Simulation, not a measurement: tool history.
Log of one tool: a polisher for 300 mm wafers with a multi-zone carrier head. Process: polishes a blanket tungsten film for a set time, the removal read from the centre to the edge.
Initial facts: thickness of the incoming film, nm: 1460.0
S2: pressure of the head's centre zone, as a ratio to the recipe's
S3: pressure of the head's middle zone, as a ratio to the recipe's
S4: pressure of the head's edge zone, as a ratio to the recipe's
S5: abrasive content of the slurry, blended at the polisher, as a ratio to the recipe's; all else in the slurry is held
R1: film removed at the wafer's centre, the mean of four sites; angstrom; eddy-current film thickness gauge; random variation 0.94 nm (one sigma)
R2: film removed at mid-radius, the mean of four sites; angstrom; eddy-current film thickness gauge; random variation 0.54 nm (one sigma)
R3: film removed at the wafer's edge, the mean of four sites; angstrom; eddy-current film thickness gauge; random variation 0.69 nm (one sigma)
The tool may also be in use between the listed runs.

{"run": 1, "hour": 0.0, "flow of slurry (ml/min)": 130, "S2": 1, "S3": 1, "S4": 1, "S5": 1, "polishing time (s)": 53, "R1": 1097.7, "R2": 1159.5, "R3": 1117.9}
{"run": 2, "hour": 4.3, "flow of slurry (ml/min)": 130, "S2": 1, "S3": 1.05, "S4": 1, "S5": 1, "polishing time (s)": 53, "R1": 1148.3, "R2": 1209.6, "R3": 1129.1}
{"run": 3, "hour": 6.8, "flow of slurry (ml/min)": 125, "S2": 1.01, "S3": 1.01, "S4": 0.95, "S5": 0.85, "polishing time (s)": 46, "R1": 943.73, "R2": 961.55, "R3": 923.38}
{"run": 4, "hour": 14.9, "flow of slurry (ml/min)": 125, "S2": 1.01, "S3": 1.01, "S4": 0.95, "S5": 0.75, "polishing time (s)": 46, "R1": 891.52, "R2": 950.11, "R3": 907}
{"run": 5, "hour": 16.7, "flow of slurry (ml/min)": 125, "S2": 1.02, "S3": 1, "S4": 0.91, "S5": 0.65, "polishing time (s)": 41, "R1": 781.44, "R2": 817.94, "R3": 764.64}
{"run": 6, "hour": 18.9, "flow of slurry (ml/min)": 125, "S2": 0.96, "S3": 1, "S4": 0.91, "S5": 0.65, "polishing time (s)": 41, "R1": 728.8, "R2": 808.47, "R3": 753.72}
{"run": 7, "hour": 24.9, "flow of slurry (ml/min)": 130, "S2": 0.97, "S3": 0.97, "S4": 0.88, "S5": 0.6, "polishing time (s)": 39, "R1": 721.89, "R2": 754.25, "R3": 707.45}
{"run": 8, "hour": 33.8, "flow of slurry (ml/min)": 125, "S2": 0.96, "S3": 0.96, "S4": 0.86, "S5": 0.55, "polishing time (s)": 38, "R1": 658, "R2": 702.88, "R3": 669.59}
{"run": 9, "hour": 39.0, "flow of slurry (ml/min)": 125, "S2": 0.98, "S3": 0.96, "S4": 0.84, "S5": 0.55, "polishing time (s)": 37, "R1": 672.29, "R2": 688.69, "R3": 654.24}

The next listed run, before its measurement:
{"run": 10, "hour": 40.5, "flow of slurry (ml/min)": 120, "S2": 0.98, "S3": 0.96, "S4": 0.83, "S5": 0.55, "polishing time (s)": 36, "R1": "?", "R2": "?", "R3": "?"}

Run 10 gave R1 627.02 angstrom, R2 668.66 angstrom, R3 613.35 angstrom.
